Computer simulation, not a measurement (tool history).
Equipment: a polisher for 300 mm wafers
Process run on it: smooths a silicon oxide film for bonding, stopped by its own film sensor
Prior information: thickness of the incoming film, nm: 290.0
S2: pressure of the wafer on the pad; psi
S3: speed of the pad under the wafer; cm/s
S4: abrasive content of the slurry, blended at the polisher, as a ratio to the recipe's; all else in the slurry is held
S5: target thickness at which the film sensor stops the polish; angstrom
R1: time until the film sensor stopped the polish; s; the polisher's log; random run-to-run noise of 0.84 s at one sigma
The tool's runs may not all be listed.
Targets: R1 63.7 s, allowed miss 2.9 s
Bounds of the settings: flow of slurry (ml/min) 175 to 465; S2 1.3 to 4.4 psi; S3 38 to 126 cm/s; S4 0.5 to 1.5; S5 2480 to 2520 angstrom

Run 1, hour 0: flow of slurry (ml/min) 295, S2 2.8 psi, S3 82 cm/s, S4 1, S5 2480 angstrom. Result: R1 49.887 s.
Run 2, hour 6.5: flow of slurry (ml/min) 340, S2 2.8 psi, S3 82 cm/s, S4 1, S5 2480 angstrom. Result: R1 49.592 s.
Run 3, hour 12.9: flow of slurry (ml/min) 340, S2 2.6 psi, S3 82 cm/s, S4 1, S5 2480 angstrom. Result: R1 52.96 s.
Run 4, hour 16.7: flow of slurry (ml/min) 340, S2 2.6 psi, S3 82 cm/s, S4 1.15, S5 2480 angstrom. Result: R1 49.419 s.
At hour 25.7: worn pad replaced by a new one.
Run 5, hour 25.7: flow of slurry (ml/min) 340, S2 2.6 psi, S3 82 cm/s, S4 1.25, S5 2480 angstrom. Result: R1 45.651 s.
Run 6, hour 26.2: flow of slurry (ml/min) 340, S2 2.6 psi, S3 64 cm/s, S4 1.25, S5 2480 angstrom. Result: R1 55.343 s.
Run 7, hour 30.6: flow of slurry (ml/min) 340, S2 2.5 psi, S3 64 cm/s, S4 1.25, S5 2480 angstrom. Result: R1 56.93 s.
Run 8, hour 36.9: flow of slurry (ml/min) 340, S2 2.4 psi, S3 64 cm/s, S4 1.25, S5 2480 angstrom. Result: R1 59.664 s.

Of the 4 settings listed for the next run, only one would bring every result within its allowed miss of target. Which one?
Run A, hour 43.2: flow of slurry (ml/min) 315, S2 1.8 psi, S3 90 cm/s, S4 1.3, S5 2520 angstrom. Result: R1 ?.
Run B, hour 43.2: flow of slurry (ml/min) 330, S2 2.3 psi, S3 62 cm/s, S4 1.35, S5 2510 angstrom. Result: R1 ?.
Run C, hour 43.2: flow of slurry (ml/min) 400, S2 2.7 psi, S3 64 cm/s, S4 1.2, S5 2480 angstrom. Result: R1 ?.
Run D, hour 43.2: flow of slurry (ml/min) 285, S2 2.1 psi, S3 66 cm/s, S4 1.15, S5 2510 angstrom. Result: R1 ?.

move      R1
   A  52.944
   B  56.848
   C  52.888
   D  63.618
A: misses by more than the last run did
B: misses by more than the last run did
C: misses by more than the last run did
D: every result lands within tolerance
D meets every target.
